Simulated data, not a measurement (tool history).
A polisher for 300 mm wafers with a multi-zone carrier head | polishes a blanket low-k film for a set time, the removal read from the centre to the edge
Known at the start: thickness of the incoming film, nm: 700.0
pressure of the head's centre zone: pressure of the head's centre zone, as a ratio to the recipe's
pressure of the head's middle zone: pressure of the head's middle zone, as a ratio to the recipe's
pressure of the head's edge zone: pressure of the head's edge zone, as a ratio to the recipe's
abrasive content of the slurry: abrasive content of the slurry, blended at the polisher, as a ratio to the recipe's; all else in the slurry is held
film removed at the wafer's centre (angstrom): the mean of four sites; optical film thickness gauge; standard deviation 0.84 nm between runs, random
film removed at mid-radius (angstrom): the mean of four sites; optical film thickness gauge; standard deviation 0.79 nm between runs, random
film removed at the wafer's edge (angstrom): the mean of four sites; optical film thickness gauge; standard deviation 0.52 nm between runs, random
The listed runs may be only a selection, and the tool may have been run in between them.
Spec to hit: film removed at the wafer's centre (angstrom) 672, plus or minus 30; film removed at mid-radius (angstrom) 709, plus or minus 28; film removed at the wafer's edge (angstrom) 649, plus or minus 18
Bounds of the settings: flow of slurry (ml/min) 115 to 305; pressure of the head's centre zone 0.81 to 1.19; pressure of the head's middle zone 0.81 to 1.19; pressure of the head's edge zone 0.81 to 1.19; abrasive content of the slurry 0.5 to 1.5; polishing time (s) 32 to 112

| run | hour | flow of slurry (ml/min) | pressure of the head's centre zone | pressure of the head's middle zone | pressure of the head's edge zone | abrasive content of the slurry | polishing time (s) | film removed at the wafer's centre (angstrom) | film removed at mid-radius (angstrom) | film removed at the wafer's edge (angstrom) |
|---|---|---|---|---|---|---|---|---|---|---|
| 1 | 0 | 195 | 1 | 1 | 1 | 1 | 72 | 421.78 | 421.09 | 412.58 |
| 2 | 1.1 | 200 | 1.01 | 1.02 | 1.02 | 1.05 | 73 | 435.49 | 440.69 | 437.29 |
| 3 | 6.5 | 205 | 1.02 | 1.04 | 1.02 | 1.1 | 74 | 456.24 | 467.01 | 441.93 |
| 4 | 14.5 | 210 | 1.03 | 1.05 | 1.03 | 1.15 | 76 | 469.98 | 494.73 | 464.95 |
| 5 | 16.8 | 210 | 0.99 | 1.05 | 1.03 | 1.15 | 76 | 458.55 | 489.66 | 475.14 |
| 6 | 18.2 | 180 | 0.99 | 1.05 | 1.03 | 1.15 | 76 | 453.33 | 480.71 | 458.71 |
| 7 | 23.4 | 190 | 1.01 | 1.06 | 1.04 | 1.2 | 78 | 492.98 | 510.15 | 486.43 |
| 8 | 24.9 | 235 | 1.06 | 1.16 | 1.14 | 1.45 | 86 | 614.1 | 664.92 | 606.82 |

Of the 4 settings listed for the next run, only one would bring every result within its allowed miss of target. Which one?
| A | 26.4 | 225 | 0.97 | 1.19 | 1.09 | 1.3 | 90 | ? | ? | ? |
| B | 26.4 | 205 | 0.81 | 1.13 | 1.14 | 1.4 | 97 | ? | ? | ? |
| C | 26.4 | 245 | 1.06 | 1.13 | 1.09 | 1.5 | 93 | ? | ? | ? |
| D | 26.4 | 125 | 1 | 1.19 | 1.13 | 1.2 | 104 | ? | ? | ? |

| move | film removed at the wafer's centre (angstrom) | film removed at mid-radius (angstrom) | film removed at the wafer's edge (angstrom) |
|---|---|---|---|
| A | 557.86 | 668.22 | 595 |
| B | 504.64 | 695.23 | 664.58 |
| C | 665.62 | 696.4 | 647.41 |
| D | 568.94 | 670.4 | 628.26 |
A: moves away from the targets compared with the last run
B: the furthest-off result lands on target, but another misses its tolerance
C: meets every target
D: moves away from the targets compared with the last run
Move C is the one to make.

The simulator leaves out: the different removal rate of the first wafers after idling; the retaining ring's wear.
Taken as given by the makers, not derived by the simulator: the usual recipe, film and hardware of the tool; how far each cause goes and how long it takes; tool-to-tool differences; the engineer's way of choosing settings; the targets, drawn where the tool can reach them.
